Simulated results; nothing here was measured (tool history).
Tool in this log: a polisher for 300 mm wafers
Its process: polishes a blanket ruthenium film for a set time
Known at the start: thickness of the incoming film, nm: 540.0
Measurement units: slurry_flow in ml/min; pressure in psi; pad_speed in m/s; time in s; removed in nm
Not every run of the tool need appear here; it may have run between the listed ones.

{"run": 1, "day": 0.0, "slurry_flow": 255, "pressure": 1.9, "pad_speed": 1.0, "time": 76, "removed": 92.665}
{"run": 2, "day": 0.062, "slurry_flow": 255, "pressure": 1.7, "pad_speed": 0.96, "time": 76, "removed": 83.221}
{"run": 3, "day": 0.396, "slurry_flow": 255, "pressure": 1.5, "pad_speed": 0.9, "time": 76, "removed": 72.385}
{"run": 4, "day": 0.725, "slurry_flow": 255, "pressure": 1.4, "pad_speed": 0.86, "time": 76, "removed": 67.57}
{"run": 5, "day": 0.892, "slurry_flow": 255, "pressure": 1.4, "pad_speed": 0.86, "time": 76, "removed": 66.287}
{"run": 6, "day": 1.208, "slurry_flow": 255, "pressure": 1.4, "pad_speed": 0.86, "time": 80, "removed": 70.407}

Forecast run 7:
{"run": 7, "day": 1.229, "slurry_flow": 255, "pressure": 1.3, "pad_speed": 0.82, "time": 80, "removed": "?"}

Run 7 measured removed 64.463 nm.

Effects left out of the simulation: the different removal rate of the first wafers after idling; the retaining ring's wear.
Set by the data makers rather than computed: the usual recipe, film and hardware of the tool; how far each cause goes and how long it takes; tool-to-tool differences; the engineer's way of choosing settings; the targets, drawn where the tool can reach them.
